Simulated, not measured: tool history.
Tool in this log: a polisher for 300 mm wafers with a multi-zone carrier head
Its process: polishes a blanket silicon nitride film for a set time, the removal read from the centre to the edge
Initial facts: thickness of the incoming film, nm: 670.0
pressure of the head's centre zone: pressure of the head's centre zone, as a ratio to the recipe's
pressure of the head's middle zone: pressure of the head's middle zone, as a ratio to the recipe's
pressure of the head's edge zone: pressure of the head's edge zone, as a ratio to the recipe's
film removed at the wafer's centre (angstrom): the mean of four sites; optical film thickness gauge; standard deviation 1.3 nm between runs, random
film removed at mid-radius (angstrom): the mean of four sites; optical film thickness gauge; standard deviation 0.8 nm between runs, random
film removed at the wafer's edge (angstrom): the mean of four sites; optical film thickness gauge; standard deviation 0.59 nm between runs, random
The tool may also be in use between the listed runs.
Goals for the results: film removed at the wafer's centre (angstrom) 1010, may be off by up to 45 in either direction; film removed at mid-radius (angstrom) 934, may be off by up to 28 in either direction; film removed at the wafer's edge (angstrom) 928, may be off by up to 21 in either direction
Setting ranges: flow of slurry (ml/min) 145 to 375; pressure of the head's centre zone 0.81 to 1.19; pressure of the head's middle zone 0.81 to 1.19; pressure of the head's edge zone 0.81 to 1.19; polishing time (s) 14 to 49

run	hour	flow of slurry (ml/min)	pressure of the head's centre zone	pressure of the head's middle zone	pressure of the head's edge zone	polishing time (s)	film removed at the wafer's centre (angstrom)	film removed at mid-radius (angstrom)	film removed at the wafer's edge (angstrom)
1	0	240	1	1	1	31	676.29	675.8	650.02
2	1.1	245	1.01	1.01	1.02	32	699.59	703.1	686.34
3	8.8	245	1.01	0.96	1.02	32	673.73	684.76	685.17
4	10	250	1.03	0.98	1.04	33	706.61	712.12	710.04
5	15.4	195	1.03	0.98	1.04	33	704.77	693.24	685.3
6	17.6	205	1.05	0.99	1.05	34	741.21	718.93	721.11
7	26.1	215	1.07	1.01	1.06	35	790.02	764.24	754.41
8	27.7	225	1.09	1.02	1.07	35	815.15	781.12	757.05
9	34.9	235	1.1	1.02	1.08	36	853.91	801.75	784.1
10	35.6	245	1.11	1.02	1.09	36	843.8	802.62	792.94
11	42.4	250	1.12	1.02	1.1	37	889.52	820.98	815.44
12	47.6	255	1.12	1.03	1.11	37	892.42	844.32	831.83
13	52.2	260	1.13	1.03	1.12	37	891.01	833.56	825.67
14	57.5	265	1.14	1.03	1.13	37	921.1	848.45	825.2
15	64.3	270	1.14	1.03	1.15	39	958.15	878.88	882.32

Below are 5 possible settings for the next run. Only one of them brings all results inside the allowed miss of their targets. Which is it?
A	71.1	340	1.1	1.18	1.08	37	?	?	?
B	71.1	345	1.18	0.9	1.19	39	?	?	?
C	71.1	280	1.16	1.13	1.11	37	?	?	?
D	71.1	260	1.08	1.03	1.17	39	?	?	?
E	71.1	230	1.13	1.03	1.13	42	?	?	?

move	film removed at the wafer's centre (angstrom)	film removed at mid-radius (angstrom)	film removed at the wafer's edge (angstrom)
A	910.88	962.92	831.11
B	1029.8	807.24	922.53
C	940.98	910.13	830.64
D	914.05	879.43	893.88
E	1013.3	932.83	935.85
A: misses by more than the last run did
B: brings the last run's worst result on target, with another outside its allowed miss
C: misses by more than the last run did
D: no better and no worse than the last run
E: every result lands within tolerance
E meets every target.
